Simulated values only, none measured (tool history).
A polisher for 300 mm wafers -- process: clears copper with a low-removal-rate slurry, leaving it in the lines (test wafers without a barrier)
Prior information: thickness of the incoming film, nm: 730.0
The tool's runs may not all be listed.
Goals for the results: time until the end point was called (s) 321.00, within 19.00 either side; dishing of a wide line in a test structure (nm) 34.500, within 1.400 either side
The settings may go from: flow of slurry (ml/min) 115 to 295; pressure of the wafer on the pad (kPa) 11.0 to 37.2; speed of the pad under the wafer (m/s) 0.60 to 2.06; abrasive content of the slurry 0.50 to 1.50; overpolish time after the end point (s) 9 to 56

run    day  flow of slurry (ml/min)  pressure of the wafer on the pad (kPa)  speed of the pad under the wafer (m/s)  abrasive content of the slurry  overpolish time after the end point (s)  time until the end point was called (s)  dishing of a wide line in a test structure (nm)
  1  0.000                      190                                    24.1                                    1.32                            1.00                                       29                                   196.40                                           55.465
  2  0.275                      150                                    24.1                                    1.32                            1.00                                       29                                   204.24                                           53.522
  3  0.425                      150                                    20.7                                    1.32                            1.00                                       25                                   239.35                                           46.458
  4  0.462                      150                                    20.7                                    1.32                            1.00                                       13                                   243.80                                           28.929
  5  0.762                      150                                    20.7                                    1.32                            0.90                                       13                                   247.94                                           28.392
  6  0.833                      150                                    20.7                                    1.32                            1.05                                       13                                   244.60                                           29.526
  7  1.017                      150                                    18.6                                    1.32                            1.05                                       16                                   261.59                                           32.017
  8  1.292                      155                                    16.5                                    1.32                            1.10                                       17                                   287.58                                           31.836
  9  1.658                      155                                    15.9                                    1.32                            1.10                                       18                                   288.79                                           31.832
     1.971  -- slurry nozzle cleaned
 10  1.971                      160                                    15.2                                    1.30                            1.10                                       19                                   268.86                                           33.635
 11  2.279                      145                                    14.5                                    1.28                            1.10                                       20                                   292.37                                           33.675

Which of these 5 next moves meets every target?
  A  2.588                      145                                    19.3                                    1.14                            1.00                                       16                                        ?                                                ?
  B  2.588                      185                                    15.2                                    1.44                            1.05                                       16                                        ?                                                ?
  C  2.588                      175                                    12.4                                    1.22                            1.20                                       23                                        ?                                                ?
  D  2.588                      125                                    15.2                                    1.44                            1.00                                       21                                        ?                                                ?
  E  2.588                      140                                    17.2                                    1.12                            1.10                                       20                                        ?                                                ?

move  time until the end point was called (s)  dishing of a wide line in a test structure (nm)
   A                                   250.58                                           32.891
   B                                   246.06                                           32.864
   C                                   320.05                                           34.749
   D                                   269.92                                           37.205
   E                                   274.54                                           35.891
A: the biggest miss grows against the last run
B: the biggest miss grows against the last run
C: all results in spec
D: the biggest miss grows against the last run
E: the biggest miss grows against the last run
The right move is C.
